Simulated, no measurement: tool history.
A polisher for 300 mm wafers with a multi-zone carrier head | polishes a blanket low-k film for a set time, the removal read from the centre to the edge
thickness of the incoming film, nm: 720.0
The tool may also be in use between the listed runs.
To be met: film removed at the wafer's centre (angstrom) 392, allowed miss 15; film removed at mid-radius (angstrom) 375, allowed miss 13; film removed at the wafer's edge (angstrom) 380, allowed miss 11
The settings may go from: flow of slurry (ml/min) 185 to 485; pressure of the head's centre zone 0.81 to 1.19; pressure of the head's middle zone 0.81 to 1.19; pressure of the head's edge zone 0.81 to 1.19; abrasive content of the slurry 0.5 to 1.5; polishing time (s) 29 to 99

run  hour  flow of slurry (ml/min)  pressure of the head's centre zone  pressure of the head's middle zone  pressure of the head's edge zone  abrasive content of the slurry  polishing time (s)  film removed at the wafer's centre (angstrom)  film removed at mid-radius (angstrom)  film removed at the wafer's edge (angstrom)
  1     0                      310                                   1                                   1                                 1                               1                  64                                         259.04                                 260.95                                       258.08
  2   5.2                      310                                0.93                                   1                                 1                               1                  64                                         248.89                                 256.25                                       261.32
  3  11.1                      310                                0.93                                   1                                 1                             1.2                  64                                          272.8                                 280.96                                       284.25
  4    19                      315                                0.96                                   1                              1.02                            1.25                  65                                         293.08                                 289.02                                       304.84
  5  24.4                      255                                0.96                                   1                              1.02                            1.25                  65                                         282.95                                 285.14                                       295.48
  6  30.9                      255                                0.96                                   1                              1.06                            1.25                  65                                         286.43                                 284.89                                       305.81
  7  38.2                      270                                   1                                1.03                              1.08                             1.3                  65                                         303.66                                 302.16                                       312.76
  8  39.6                      285                                1.02                                1.04                               1.1                            1.35                  66                                         319.77                                 317.96                                       326.26
  9  40.8                      290                                1.04                                1.05                              1.11                             1.4                  67                                         331.98                                 331.57                                        337.1
 10  42.9                      290                                1.06                                1.05                              1.12                             1.4                  68                                         343.99                                 336.48                                       345.83
 11  48.3                      295                                1.07                                1.06                              1.13                             1.4                  69                                         349.12                                 335.73                                       353.61
 12  50.8                      295                                1.08                                1.07                              1.13                             1.4                  69                                         357.94                                 336.26                                       351.66

5 next moves are on the table. One of them brings every result within its allowed miss. Which?
  A  53.3                      390                                 1.1                                1.08                              1.13                             1.3                  76                                              ?                                      ?                                            ?
  B  53.3                      365                                1.06                                0.94                              1.19                             1.2                  83                                              ?                                      ?                                            ?
  C  53.3                      320                                0.82                                1.13                              1.19                             1.5                  71                                              ?                                      ?                                            ?
  D  53.3                      235                                0.86                                0.85                              1.19                            1.25                  79                                              ?                                      ?                                            ?
  E  53.3                      310                                1.15                                1.01                              1.07                             1.2                  66                                              ?                                      ?                                            ?

move  film removed at the wafer's centre (angstrom)  film removed at mid-radius (angstrom)  film removed at the wafer's edge (angstrom)
   A                                         391.07                                 374.84                                       381.03
   B                                         396.46                                 349.01                                        410.9
   C                                         301.96                                 382.64                                       384.75
   D                                         314.01                                 302.81                                        390.4
   E                                         333.68                                 291.66                                       306.65
A: meets every target
B: nearer than the last run, and not there yet
C: brings the result that was furthest off to its target, and leaves another outside
D: further off than the last run
E: further off than the last run
Answer: A
